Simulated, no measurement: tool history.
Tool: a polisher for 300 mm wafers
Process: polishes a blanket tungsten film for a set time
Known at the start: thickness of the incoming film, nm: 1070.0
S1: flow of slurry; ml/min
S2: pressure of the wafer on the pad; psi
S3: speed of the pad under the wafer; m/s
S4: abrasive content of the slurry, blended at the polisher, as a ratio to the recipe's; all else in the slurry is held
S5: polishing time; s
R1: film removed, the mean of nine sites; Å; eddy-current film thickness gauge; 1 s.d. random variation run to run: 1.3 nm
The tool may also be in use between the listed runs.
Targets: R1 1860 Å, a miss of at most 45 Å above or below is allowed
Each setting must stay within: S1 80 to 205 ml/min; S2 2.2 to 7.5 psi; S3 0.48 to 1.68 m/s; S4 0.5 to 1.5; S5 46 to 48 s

| run | hour | S1 | S2 | S3 | S4 | S5 | R1 |
|---|---|---|---|---|---|---|---|
| 1 | 0 | 135 | 4.8 | 1.08 | 1 | 46 | 2784.9 |
| 2 | 2.2 | 135 | 4.8 | 1.08 | 0.85 | 46 | 2718.2 |
| 3 | 9.3 | 130 | 4.6 | 1.08 | 0.85 | 46 | 2599.7 |
| 4 | 16 | 130 | 4.4 | 1.08 | 0.85 | 46 | 2479.4 |
| 5 | 19.3 | 130 | 5.3 | 1.08 | 0.85 | 46 | 2972.2 |
| 6 | 21.9 | 125 | 5.1 | 1.08 | 0.85 | 46 | 2828.4 |
| 7 | 29.6 | 120 | 4.9 | 1.08 | 0.85 | 46 | 2709.6 |
| 8 | 31.7 | 120 | 4.7 | 1.08 | 0.85 | 46 | 2580.1 |
| 9 | 40.5 | 115 | 4.6 | 1.08 | 0.85 | 46 | 2558.6 |

5 next moves are on the table. One of them brings every result within its allowed miss. Which?
| A | 49.3 | 145 | 5.2 | 1.4 | 0.75 | 47 | ? |
| B | 49.3 | 115 | 3.7 | 0.94 | 0.9 | 46 | ? |
| C | 49.3 | 110 | 4.7 | 1.22 | 0.85 | 48 | ? |
| D | 49.3 | 105 | 5.9 | 1.3 | 0.85 | 48 | ? |
| E | 49.3 | 120 | 4.4 | 0.84 | 1 | 46 | ? |

| move | R1 |
|---|---|
| A | 3725.7 |
| B | 1837.9 |
| C | 2962.8 |
| D | 3869.4 |
| E | 2026.7 |
A: the biggest miss grows against the last run
B: every result within its allowed miss
C: the biggest miss grows against the last run
D: the biggest miss grows against the last run
E: closer than the last run, but not yet in spec
Move B is the one to make.

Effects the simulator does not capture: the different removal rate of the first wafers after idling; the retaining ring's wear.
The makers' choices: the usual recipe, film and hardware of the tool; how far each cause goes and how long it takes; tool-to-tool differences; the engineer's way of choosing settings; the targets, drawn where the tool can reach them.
